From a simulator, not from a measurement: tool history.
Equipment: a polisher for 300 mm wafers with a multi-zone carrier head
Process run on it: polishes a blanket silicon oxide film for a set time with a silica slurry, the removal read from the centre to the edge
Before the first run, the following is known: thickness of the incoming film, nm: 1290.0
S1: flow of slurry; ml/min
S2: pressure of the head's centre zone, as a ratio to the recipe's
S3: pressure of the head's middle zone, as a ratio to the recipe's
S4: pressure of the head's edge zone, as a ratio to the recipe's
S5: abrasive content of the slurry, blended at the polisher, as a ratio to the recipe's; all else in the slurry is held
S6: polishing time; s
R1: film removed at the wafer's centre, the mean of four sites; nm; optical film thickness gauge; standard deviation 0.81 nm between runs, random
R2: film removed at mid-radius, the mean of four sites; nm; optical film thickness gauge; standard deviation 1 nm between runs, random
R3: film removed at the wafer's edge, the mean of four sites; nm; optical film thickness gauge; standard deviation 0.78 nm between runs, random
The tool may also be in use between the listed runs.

run 1 hour=0.0 | S1=200 S2=1.00 S3=1.00 S4=1.00 S5=1.00 S6=36 | R1=80.083 R2=81.202 R3=83.646
run 2 hour=8.4 | S1=200 S2=1.00 S3=1.00 S4=1.00 S5=1.00 S6=32 | R1=72.300 R2=71.935 R3=73.642
run 3 hour=15.1 | S1=205 S2=1.02 S3=1.01 S4=1.02 S5=1.05 S6=32 | R1=75.042 R2=74.456 R3=76.347
run 4 hour=20.4 | S1=205 S2=1.02 S3=1.04 S4=1.02 S5=1.05 S6=32 | R1=74.708 R2=74.997 R3=77.145
run 5 hour=29.4 | S1=205 S2=0.99 S3=1.04 S4=1.02 S5=1.05 S6=32 | R1=73.860 R2=75.559 R3=77.146
run 6 hour=36.2 | S1=205 S2=0.99 S3=1.04 S4=0.94 S5=1.05 S6=32 | R1=73.540 R2=76.701 R3=73.165
run 7 hour=39.9 | S1=205 S2=0.99 S3=1.04 S4=0.94 S5=1.05 S6=32 | R1=73.344 R2=75.911 R3=74.280
run 8 hour=41.9 | S1=260 S2=1.09 S3=1.14 S4=1.04 S5=1.30 S6=32 | R1=89.912 R2=90.078 R3=84.258
run 9 hour=48.1 | S1=260 S2=1.10 S3=1.14 S4=1.05 S5=1.30 S6=32 | R1=91.356 R2=89.289 R3=86.027
run 10 hour=48.9 | S1=260 S2=1.11 S3=1.14 S4=1.05 S5=1.30 S6=32 | R1=91.382 R2=89.919 R3=85.660

Run 11 has not been measured yet. What should we expect?
run 11 hour=57.2 | S1=260 S2=1.12 S3=1.14 S4=1.06 S5=1.30 S6=32 | R1=? R2=? R3=?

Run 11 yielded R1 92.806 nm, R2 90.223 nm, R3 86.874 nm.
